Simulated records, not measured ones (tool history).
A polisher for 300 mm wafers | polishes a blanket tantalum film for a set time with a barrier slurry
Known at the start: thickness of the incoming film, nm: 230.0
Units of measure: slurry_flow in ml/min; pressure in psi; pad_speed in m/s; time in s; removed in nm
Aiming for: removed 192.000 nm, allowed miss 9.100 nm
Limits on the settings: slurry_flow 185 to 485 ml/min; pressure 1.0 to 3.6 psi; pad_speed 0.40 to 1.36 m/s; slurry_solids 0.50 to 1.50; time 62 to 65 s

run 1 hour=0.0 | slurry_flow=310 pressure=2.3 pad_speed=0.88 slurry_solids=1.00 time=62 | removed=103.530
run 2 hour=8.4 | slurry_flow=310 pressure=1.8 pad_speed=0.88 slurry_solids=1.00 time=62 | removed=82.954
run 3 hour=10.9 | slurry_flow=375 pressure=1.8 pad_speed=0.88 slurry_solids=1.00 time=62 | removed=81.736
run 4 hour=14.4 | slurry_flow=375 pressure=2.2 pad_speed=0.90 slurry_solids=1.00 time=62 | removed=103.860
run 5 hour=20.3 | slurry_flow=375 pressure=1.7 pad_speed=0.90 slurry_solids=1.00 time=62 | removed=78.770
run 6 hour=27.4 | slurry_flow=345 pressure=1.7 pad_speed=0.90 slurry_solids=1.00 time=62 | removed=81.535
run 7 hour=31.4 | slurry_flow=345 pressure=2.1 pad_speed=0.92 slurry_solids=1.00 time=62 | removed=100.320
run 8 hour=35.8 | slurry_flow=345 pressure=2.7 pad_speed=0.96 slurry_solids=1.00 time=62 | removed=133.150
run 9 hour=44.1 | slurry_flow=345 pressure=2.9 pad_speed=0.96 slurry_solids=1.00 time=62 | removed=143.810
run 10 hour=51.3 | slurry_flow=345 pressure=3.1 pad_speed=0.96 slurry_solids=1.00 time=62 | removed=155.800
run 11 hour=59.8 | slurry_flow=345 pressure=3.2 pad_speed=0.96 slurry_solids=1.00 time=62 | removed=159.690
run 12 hour=63.8 | slurry_flow=345 pressure=3.3 pad_speed=0.96 slurry_solids=1.00 time=62 | removed=160.090
run 13 hour=70.4 | slurry_flow=345 pressure=3.4 pad_speed=0.98 slurry_solids=1.00 time=62 | removed=171.620
run 14 hour=71.5 | slurry_flow=345 pressure=3.5 pad_speed=1.00 slurry_solids=1.00 time=62 | removed=180.160

Which single option among these 5 for the next run brings every result within its allowed miss of target? Just one does.
run A hour=72.6 | slurry_flow=325 pressure=3.6 pad_speed=1.04 slurry_solids=1.20 time=65 | removed=?
run B hour=72.6 | slurry_flow=390 pressure=3.6 pad_speed=0.98 slurry_solids=0.95 time=65 | removed=?
run C hour=72.6 | slurry_flow=355 pressure=3.6 pad_speed=1.14 slurry_solids=0.95 time=65 | removed=?
run D hour=72.6 | slurry_flow=335 pressure=3.5 pad_speed=0.98 slurry_solids=1.05 time=62 | removed=?
run E hour=72.6 | slurry_flow=330 pressure=3.4 pad_speed=1.18 slurry_solids=1.00 time=65 | removed=?

move=A removed=212.750
move=B removed=190.280
move=C removed=219.070
move=D removed=180.010
move=E removed=216.460
A: the result that was furthest off in the last run now lies on the other side of its target
B: all results land within tolerance of their targets
C: the result that was furthest off in the last run now lies on the other side of its target
D: no better and no worse than the last run
E: the result that was furthest off in the last run now lies on the other side of its target
The right move is B.

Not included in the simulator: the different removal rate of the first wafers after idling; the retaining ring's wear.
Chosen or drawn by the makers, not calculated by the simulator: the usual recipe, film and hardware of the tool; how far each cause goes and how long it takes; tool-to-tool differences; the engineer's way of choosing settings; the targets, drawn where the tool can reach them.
